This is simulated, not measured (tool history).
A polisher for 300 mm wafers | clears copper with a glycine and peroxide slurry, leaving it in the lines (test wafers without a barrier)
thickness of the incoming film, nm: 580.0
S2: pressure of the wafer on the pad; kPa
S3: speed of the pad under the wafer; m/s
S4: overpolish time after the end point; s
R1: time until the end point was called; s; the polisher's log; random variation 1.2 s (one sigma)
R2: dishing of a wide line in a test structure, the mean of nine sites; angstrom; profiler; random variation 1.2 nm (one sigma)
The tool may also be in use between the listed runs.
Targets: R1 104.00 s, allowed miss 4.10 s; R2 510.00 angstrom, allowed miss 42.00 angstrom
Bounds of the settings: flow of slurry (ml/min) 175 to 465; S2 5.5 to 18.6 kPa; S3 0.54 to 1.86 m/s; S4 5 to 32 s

{"run": 1, "hour": 0.0, "flow of slurry (ml/min)": 295, "S2": 11.7, "S3": 1.18, "S4": 16, "R1": 174.37, "R2": 329.42}
{"run": 2, "hour": 2.9, "flow of slurry (ml/min)": 295, "S2": 11.7, "S3": 0.96, "S4": 16, "R1": 200.66, "R2": 305.12}
{"run": 3, "hour": 9.4, "flow of slurry (ml/min)": 295, "S2": 13.1, "S3": 1.04, "S4": 16, "R1": 177.62, "R2": 333.11}
{"run": 4, "hour": 10.0, "flow of slurry (ml/min)": 295, "S2": 13.1, "S3": 0.8, "S4": 16, "R1": 213.57, "R2": 297.79}
{"run": 5, "hour": 14.3, "flow of slurry (ml/min)": 295, "S2": 13.1, "S3": 1.08, "S4": 16, "R1": 168.03, "R2": 344.53}
{"run": 6, "hour": 15.3, "flow of slurry (ml/min)": 295, "S2": 13.1, "S3": 1.08, "S4": 22, "R1": 166.74, "R2": 411.9}
{"run": 7, "hour": 22.3, "flow of slurry (ml/min)": 295, "S2": 14.5, "S3": 1.12, "S4": 21, "R1": 153.87, "R2": 431.37}
{"run": 8, "hour": 28.3, "flow of slurry (ml/min)": 305, "S2": 17.9, "S3": 1.46, "S4": 16, "R1": 103.87, "R2": 471.51}

Which of these 5 next moves meets every target?
{"run": "A", "hour": 34.3, "flow of slurry (ml/min)": 275, "S2": 18.6, "S3": 1.38, "S4": 14, "R1": "?", "R2": "?"}
{"run": "B", "hour": 34.3, "flow of slurry (ml/min)": 250, "S2": 17.2, "S3": 1.52, "S4": 19, "R1": "?", "R2": "?"}
{"run": "C", "hour": 34.3, "flow of slurry (ml/min)": 290, "S2": 15.2, "S3": 1.68, "S4": 13, "R1": "?", "R2": "?"}
{"run": "D", "hour": 34.3, "flow of slurry (ml/min)": 380, "S2": 18.6, "S3": 1.42, "S4": 12, "R1": "?", "R2": "?"}
{"run": "E", "hour": 34.3, "flow of slurry (ml/min)": 325, "S2": 17.9, "S3": 1.42, "S4": 13, "R1": "?", "R2": "?"}

move=A R1=106.28 R2=436.12
move=B R1=105.02 R2=515.91
move=C R1=105.57 R2=410.99
move=D R1=101.23 R2=407.66
move=E R1=105.56 R2=417.07
A: further off than the last run
B: meets every target
C: further off than the last run
D: further off than the last run
E: further off than the last run
Answer: B

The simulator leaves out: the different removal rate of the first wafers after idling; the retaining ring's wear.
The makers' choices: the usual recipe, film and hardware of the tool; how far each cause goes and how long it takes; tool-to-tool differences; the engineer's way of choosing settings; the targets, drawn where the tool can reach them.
